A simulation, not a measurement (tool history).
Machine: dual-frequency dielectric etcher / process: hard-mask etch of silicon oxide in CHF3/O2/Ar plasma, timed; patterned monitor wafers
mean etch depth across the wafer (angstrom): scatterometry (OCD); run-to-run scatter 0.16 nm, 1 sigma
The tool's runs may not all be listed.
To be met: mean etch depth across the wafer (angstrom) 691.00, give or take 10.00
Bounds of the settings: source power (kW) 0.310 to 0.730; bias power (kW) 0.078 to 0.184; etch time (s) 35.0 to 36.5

run  hour  source power (kW)  bias power (kW)  etch time (s)  mean etch depth across the wafer (angstrom)
  1   0.0              0.520            0.131           35.0                                       606.31
  2   7.4              0.520            0.131           35.0                                       605.03
  3   8.6              0.520            0.131           36.5                                       633.87
  4  14.2              0.550            0.131           36.5                                       648.61
  5  17.8              0.570            0.132           36.5                                       664.28
  6  19.2              0.580            0.132           36.5                                       667.69
  7  21.0              0.590            0.132           36.5                                       671.34
  8  27.6              0.600            0.132           36.5                                       677.13

Exactly one of the 5 candidate moves below puts every result within its allowed miss. Which one?
  A  34.2              0.520            0.153           36.5                                            ?
  B  34.2              0.640            0.130           36.5                                            ?
  C  34.2              0.590            0.131           36.5                                            ?
  D  34.2              0.580            0.142           35.5                                            ?
  E  34.2              0.600            0.132           36.0                                            ?

move  mean etch depth across the wafer (angstrom)
   A                                       665.79
   B                                       693.70
   C                                       669.64
   D                                       664.21
   E                                       667.41
A: misses by more than the last run did
B: hits every target within its allowed miss
C: misses by more than the last run did
D: misses by more than the last run did
E: misses by more than the last run did
So the answer is move B, the one that meets all the targets.
